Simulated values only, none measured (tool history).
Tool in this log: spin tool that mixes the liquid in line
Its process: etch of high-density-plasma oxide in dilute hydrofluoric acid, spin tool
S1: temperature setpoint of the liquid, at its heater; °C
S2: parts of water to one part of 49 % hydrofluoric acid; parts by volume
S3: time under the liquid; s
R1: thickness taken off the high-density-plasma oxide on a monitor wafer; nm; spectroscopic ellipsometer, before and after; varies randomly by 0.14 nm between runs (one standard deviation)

run    day    S1   S2   S3       R1
  1  0.000  23.0  220  265   7.8669
  2  0.333  26.5  220  265   9.0621
  3  0.642  29.0  220  265   9.9073
  4  0.950  29.0  210  265  10.6300
  5  1.204  29.0  210  265  10.4820
  6  1.329  29.0  210  285  11.3540
  7  1.471  29.5  200  285  12.1860
  8  1.646  29.5  195  285  12.8310
  9  1.988  29.5  190  285  13.1980
 10  2.300  29.5  185  285  13.3790

Predict the results of run 11:
 11  2.383  31.0  150  285   ?

{"run 11": {"R1": 18.336}}

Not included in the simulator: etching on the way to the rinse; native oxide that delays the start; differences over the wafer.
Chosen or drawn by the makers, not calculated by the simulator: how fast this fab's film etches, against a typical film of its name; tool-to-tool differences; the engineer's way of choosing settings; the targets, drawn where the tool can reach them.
